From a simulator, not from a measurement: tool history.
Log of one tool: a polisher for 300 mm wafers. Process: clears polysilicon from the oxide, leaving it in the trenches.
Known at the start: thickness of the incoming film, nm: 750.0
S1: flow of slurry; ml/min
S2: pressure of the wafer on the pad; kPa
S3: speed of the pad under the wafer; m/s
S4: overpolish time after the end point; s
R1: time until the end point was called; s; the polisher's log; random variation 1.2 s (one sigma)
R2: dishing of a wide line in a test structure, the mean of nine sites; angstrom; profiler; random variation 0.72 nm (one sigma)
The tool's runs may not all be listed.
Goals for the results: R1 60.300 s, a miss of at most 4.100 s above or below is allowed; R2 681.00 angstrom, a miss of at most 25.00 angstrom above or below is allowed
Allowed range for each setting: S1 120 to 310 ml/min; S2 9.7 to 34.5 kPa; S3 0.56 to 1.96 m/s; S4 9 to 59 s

run,day,S1,S2,S3,S4,R1,R2
1,0.000,200,22.1,1.26,30,40.222,724.53
2,0.192,200,20.0,1.24,25,45.783,738.94
3,0.225,200,17.2,1.24,25,54.404,742.61
4,0.317,180,17.2,1.24,25,52.315,725.59
5,0.533,165,16.5,1.22,29,57.339,735.08
6,0.625,155,17.2,1.16,24,57.655,719.94
7,0.892,120,19.3,0.96,10,62.345,572.73
8,0.917,135,18.6,0.98,12,61.579,611.42
9,1.162,145,18.6,1.00,13,59.788,638.05
10,1.350,150,18.6,1.00,14,60.333,651.80
11,1.579,155,18.6,1.00,14,61.379,651.10
12,1.817,160,18.6,1.00,14,59.677,642.67

Of the 4 settings listed for the next run, only one would bring every result within its allowed miss of target. Which one?
A,2.054,240,16.5,1.06,18,?,?
B,2.054,130,20.0,1.00,10,?,?
C,2.054,190,17.2,0.84,22,?,?
D,2.054,180,14.5,1.38,25,?,?

move,R1,R2
A,59.495,682.48
B,57.594,578.88
C,70.235,686.78
D,57.156,715.26
A: meets every target
B: its largest miss is bigger than the last run's
C: the furthest-off result lands on target, but another misses its tolerance
D: pushes the last run's worst result past its target
Move A is the one to make.
